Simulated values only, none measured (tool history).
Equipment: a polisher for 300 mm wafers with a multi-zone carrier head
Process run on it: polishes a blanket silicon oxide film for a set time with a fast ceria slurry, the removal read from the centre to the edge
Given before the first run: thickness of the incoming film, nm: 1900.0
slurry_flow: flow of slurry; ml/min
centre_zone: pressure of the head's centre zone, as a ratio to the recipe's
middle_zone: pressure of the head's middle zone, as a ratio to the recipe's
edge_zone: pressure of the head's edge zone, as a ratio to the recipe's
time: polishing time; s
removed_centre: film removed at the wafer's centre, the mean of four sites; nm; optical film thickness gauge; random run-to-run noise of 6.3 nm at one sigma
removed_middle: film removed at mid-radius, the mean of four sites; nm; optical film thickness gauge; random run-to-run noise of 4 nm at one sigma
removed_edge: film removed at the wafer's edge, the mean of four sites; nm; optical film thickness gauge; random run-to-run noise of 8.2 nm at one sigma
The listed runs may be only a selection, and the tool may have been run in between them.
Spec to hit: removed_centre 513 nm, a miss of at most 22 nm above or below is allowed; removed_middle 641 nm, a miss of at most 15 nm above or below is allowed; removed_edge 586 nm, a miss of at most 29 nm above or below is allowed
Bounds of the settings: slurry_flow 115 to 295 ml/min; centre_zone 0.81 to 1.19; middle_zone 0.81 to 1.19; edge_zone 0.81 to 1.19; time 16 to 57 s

| run | hour | slurry_flow | centre_zone | middle_zone | edge_zone | time | removed_centre | removed_middle | removed_edge |
|---|---|---|---|---|---|---|---|---|---|
| 1 | 0 | 190 | 1 | 1 | 1 | 36 | 487.73 | 481.08 | 494.1 |
| 2 | 1.9 | 200 | 0.99 | 1.03 | 1.02 | 36 | 472.75 | 495.1 | 503.8 |
| 3 | 3.4 | 205 | 0.99 | 1.05 | 1.03 | 37 | 503.78 | 516.06 | 519.67 |
| 4 | 12.2 | 205 | 0.99 | 1.05 | 0.95 | 37 | 506.34 | 517.32 | 496.28 |
| 5 | 18.3 | 235 | 0.99 | 1.05 | 0.95 | 37 | 515.45 | 535.9 | 504.29 |
| 6 | 22.3 | 240 | 0.98 | 1.07 | 0.97 | 37 | 504.33 | 543.51 | 512.28 |
| 7 | 25.3 | 245 | 0.97 | 1.09 | 0.98 | 37 | 513.86 | 553.36 | 521.3 |
|  | 26.5 | worn pad replaced by a new one |
| 8 | 26.5 | 250 | 0.95 | 1.11 | 0.99 | 37 | 566.93 | 627.43 | 574.45 |
| 9 | 34.2 | 255 | 0.93 | 1.1 | 0.98 | 36 | 542.45 | 607.27 | 551.73 |
| 10 | 42.9 | 260 | 0.91 | 1.1 | 0.99 | 35 | 518.53 | 593.98 | 551.71 |
| 11 | 43.9 | 265 | 0.89 | 1.1 | 0.99 | 35 | 523.5 | 590.83 | 562.63 |
| 12 | 49.8 | 265 | 0.88 | 1.11 | 0.99 | 35 | 503.28 | 599.63 | 545.45 |
| 13 | 54.9 | 270 | 0.87 | 1.11 | 0.99 | 35 | 499.98 | 597.58 | 540.12 |
| 14 | 63 | 275 | 0.86 | 1.11 | 1 | 35 | 514.83 | 601.87 | 563.92 |
| 15 | 67.6 | 290 | 0.81 | 1.17 | 1.01 | 35 | 480.3 | 624.47 | 565.81 |

Which single option among these 5 for the next run brings every result within its allowed miss of target? Just one does.
| A | 72.2 | 285 | 0.86 | 1.19 | 1.13 | 35 | ? | ? | ? |
| B | 72.2 | 295 | 0.89 | 1.19 | 0.87 | 35 | ? | ? | ? |
| C | 72.2 | 275 | 0.81 | 1.17 | 0.95 | 34 | ? | ? | ? |
| D | 72.2 | 225 | 0.88 | 1.19 | 0.92 | 36 | ? | ? | ? |
| E | 72.2 | 275 | 0.84 | 1.08 | 1.06 | 36 | ? | ? | ? |

| move | removed_centre | removed_middle | removed_edge |
|---|---|---|---|
| A | 503.69 | 635.38 | 591.6 |
| B | 516.43 | 637.76 | 523.02 |
| C | 469.88 | 606.59 | 526.35 |
| D | 509.8 | 636.17 | 539.26 |
| E | 508.23 | 601.05 | 588.34 |
A: every result lands within tolerance
B: brings the last run's worst result on target, with another outside its allowed miss
C: lands further from the targets than the last run did
D: brings the last run's worst result on target, with another outside its allowed miss
E: brings the last run's worst result on target, with another outside its allowed miss
Answer: A

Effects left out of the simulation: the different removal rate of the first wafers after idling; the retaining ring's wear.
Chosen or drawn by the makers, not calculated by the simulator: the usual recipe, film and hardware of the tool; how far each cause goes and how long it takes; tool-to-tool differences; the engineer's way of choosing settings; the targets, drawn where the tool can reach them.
